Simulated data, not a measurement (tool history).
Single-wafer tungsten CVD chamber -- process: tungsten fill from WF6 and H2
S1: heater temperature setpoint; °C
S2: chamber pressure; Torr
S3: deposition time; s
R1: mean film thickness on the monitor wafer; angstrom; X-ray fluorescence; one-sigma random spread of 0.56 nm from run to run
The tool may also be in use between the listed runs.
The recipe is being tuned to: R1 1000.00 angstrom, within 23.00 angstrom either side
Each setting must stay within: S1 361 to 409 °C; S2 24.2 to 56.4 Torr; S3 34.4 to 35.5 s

Run 1, hour 0.0: S1 385 °C, S2 40.3 Torr, S3 34.4 s. Result: R1 886.59 angstrom.
Run 2, hour 8.2: S1 387 °C, S2 40.4 Torr, S3 34.4 s. Result: R1 924.64 angstrom.
Run 3, hour 13.2: S1 387 °C, S2 37.0 Torr, S3 34.4 s. Result: R1 877.76 angstrom.
Run 4, hour 17.3: S1 389 °C, S2 37.1 Torr, S3 34.4 s. Result: R1 898.54 angstrom.
Run 5, hour 17.9: S1 382 °C, S2 37.1 Torr, S3 34.4 s. Result: R1 808.22 angstrom.
Run 6, hour 26.5: S1 385 °C, S2 37.2 Torr, S3 34.4 s. Result: R1 850.45 angstrom.
Run 7, hour 33.2: S1 387 °C, S2 37.3 Torr, S3 34.4 s. Result: R1 884.72 angstrom.
Run 8, hour 42.2: S1 389 °C, S2 37.4 Torr, S3 34.4 s. Result: R1 918.00 angstrom.

Consider the 4 candidate settings below. Which is the only one whose results all fall within their allowed miss of target?
Run A, hour 51.2: S1 394 °C, S2 39.0 Torr, S3 35.5 s. Result: R1 ?.
Run B, hour 51.2: S1 396 °C, S2 37.5 Torr, S3 35.5 s. Result: R1 ?.
Run C, hour 51.2: S1 391 °C, S2 38.8 Torr, S3 35.5 s. Result: R1 ?.
Run D, hour 51.2: S1 401 °C, S2 32.3 Torr, S3 35.5 s. Result: R1 ?.

move       R1
   A  1056.20
   B  1065.60
   C  1001.30
   D  1050.40
A: pushes the last run's worst result past its target
B: pushes the last run's worst result past its target
C: all results in spec
D: pushes the last run's worst result past its target
Answer: C

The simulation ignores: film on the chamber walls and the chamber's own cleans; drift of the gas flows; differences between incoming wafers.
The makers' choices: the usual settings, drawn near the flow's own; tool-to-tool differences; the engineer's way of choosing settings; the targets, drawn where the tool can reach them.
